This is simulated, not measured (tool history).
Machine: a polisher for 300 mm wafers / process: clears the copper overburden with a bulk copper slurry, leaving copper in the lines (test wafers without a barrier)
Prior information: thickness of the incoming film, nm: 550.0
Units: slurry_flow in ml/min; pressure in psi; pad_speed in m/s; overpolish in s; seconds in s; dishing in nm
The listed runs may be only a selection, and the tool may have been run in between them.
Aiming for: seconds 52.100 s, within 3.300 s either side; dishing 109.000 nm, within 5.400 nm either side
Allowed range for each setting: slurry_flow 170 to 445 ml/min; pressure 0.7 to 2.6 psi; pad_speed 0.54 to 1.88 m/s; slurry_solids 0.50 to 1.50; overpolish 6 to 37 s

run	hour	slurry_flow	pressure	pad_speed	slurry_solids	overpolish	seconds	dishing
1	0.0	285	1.6	1.20	1.00	19	86.797	69.193
2	7.6	285	1.8	1.20	1.00	20	77.026	76.787
3	8.5	285	1.8	1.50	1.00	20	67.726	87.364
4	14.2	285	1.9	1.52	1.00	20	62.970	88.258
5	23.0	285	1.9	1.52	1.00	24	59.479	96.895
6	30.9	285	1.9	1.36	1.00	24	68.231	94.256
7	34.1	285	2.0	1.38	1.00	23	63.206	96.895
8	37.8	285	2.1	1.40	1.00	22	59.657	98.358

Consider the 4 candidate settings below. Which is the only one whose results all fall within their allowed miss of target?
A	41.5	290	2.1	1.36	1.00	29	?	?
B	41.5	445	2.3	1.36	1.15	34	?	?
C	41.5	345	2.5	1.22	0.75	25	?	?
D	41.5	250	2.5	1.30	1.10	22	?	?

move	seconds	dishing
A	61.424	108.270
B	52.709	122.140
C	60.122	107.660
D	53.056	107.530
A: further off than the last run
B: brings the last run's worst result on target, with another outside its allowed miss
C: further off than the last run
D: hits every target within its allowed miss
D meets every target.

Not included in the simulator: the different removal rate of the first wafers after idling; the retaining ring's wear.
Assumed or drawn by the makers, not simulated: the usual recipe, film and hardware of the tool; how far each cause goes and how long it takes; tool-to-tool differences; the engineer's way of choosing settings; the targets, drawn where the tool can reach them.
